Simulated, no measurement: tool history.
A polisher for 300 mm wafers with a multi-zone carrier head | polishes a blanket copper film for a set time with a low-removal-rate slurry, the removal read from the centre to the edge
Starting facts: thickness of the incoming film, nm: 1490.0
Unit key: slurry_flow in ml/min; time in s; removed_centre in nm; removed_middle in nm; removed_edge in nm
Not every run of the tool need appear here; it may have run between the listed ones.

run	day	slurry_flow	centre_zone	middle_zone	edge_zone	slurry_solids	time	removed_centre	removed_middle	removed_edge
1	0	135	1	1	1	1	80	198.93	197.12	203.52
2	0.342	130	0.98	0.98	0.98	0.95	80	189.56	189.3	198.79
3	0.608	130	0.98	0.98	0.98	1.1	80	199.45	196.77	212.64
4	0.921	130	0.98	0.98	0.98	1	80	195.21	192.83	200.27
5	1.075	150	0.98	0.98	0.98	1	80	199.58	198.21	209.24
6	1.125	150	0.98	1.04	0.98	1	80	204.8	207.53	206.02
7	1.2	145	0.97	1.01	0.97	0.95	80	193.89	199.7	207.08
8	1.533	140	0.97	1	0.97	0.9	80	189.54	192.01	202.48
9	1.758	135	0.97	1	0.97	0.85	79	182.54	185.2	196.03
10	2.054	130	0.97	1	0.96	0.8	79	180.38	181.56	188.91

Run 11 is up next; what results do you expect?
11	2.25	125	0.96	0.99	0.95	0.8	79	?	?	?

Run 11 measured removed_centre 169.99 nm, removed_middle 177.34 nm, removed_edge 183.21 nm.
